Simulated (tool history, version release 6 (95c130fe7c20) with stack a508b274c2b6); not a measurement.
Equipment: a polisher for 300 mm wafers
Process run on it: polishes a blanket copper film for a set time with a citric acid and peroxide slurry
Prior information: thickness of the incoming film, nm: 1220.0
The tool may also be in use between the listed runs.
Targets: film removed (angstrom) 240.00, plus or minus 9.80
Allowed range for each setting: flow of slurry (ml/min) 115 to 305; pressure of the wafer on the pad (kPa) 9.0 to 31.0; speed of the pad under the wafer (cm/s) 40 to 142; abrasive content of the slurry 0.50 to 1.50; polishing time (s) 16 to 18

run,hour,flow of slurry (ml/min),pressure of the wafer on the pad (kPa),speed of the pad under the wafer (cm/s),abrasive content of the slurry,polishing time (s),film removed (angstrom)
1,0.0,195,20.0,90,1.00,18,341.61
2,5.9,195,18.6,90,1.00,18,323.05
3,9.6,195,18.6,106,1.00,18,369.41
4,16.5,195,18.6,122,1.00,18,421.79
# hour 22.6: slurry nozzle cleaned
5,22.6,195,18.6,122,1.00,18,440.51
6,30.7,195,18.6,112,1.00,18,410.58
7,37.1,195,17.2,110,1.00,18,375.59
8,42.1,195,15.9,106,1.00,18,346.72
9,48.3,195,14.5,104,1.00,18,314.99
10,54.1,195,13.8,104,1.00,18,307.80
11,57.9,195,13.1,102,1.00,18,292.61
12,64.5,190,9.0,100,1.00,18,225.61
13,73.1,190,9.0,100,1.00,18,225.15
14,74.6,195,9.0,100,1.00,18,224.63

5 candidate next runs follow, results not yet known. Just one meets every target within its allowed miss. Identify it.
A,76.1,160,11.0,98,1.10,16,?
B,76.1,240,9.0,106,0.75,17,?
C,76.1,185,11.7,98,1.25,16,?
D,76.1,190,11.7,96,1.10,18,?
E,76.1,265,13.8,74,1.10,16,?

move,film removed (angstrom)
A,223.33
B,216.44
C,242.38
D,261.23
E,211.80
A: its largest miss is bigger than the last run's
B: its largest miss is bigger than the last run's
C: in spec on every target
D: takes the result that was furthest off past its target
E: its largest miss is bigger than the last run's
C meets every target.

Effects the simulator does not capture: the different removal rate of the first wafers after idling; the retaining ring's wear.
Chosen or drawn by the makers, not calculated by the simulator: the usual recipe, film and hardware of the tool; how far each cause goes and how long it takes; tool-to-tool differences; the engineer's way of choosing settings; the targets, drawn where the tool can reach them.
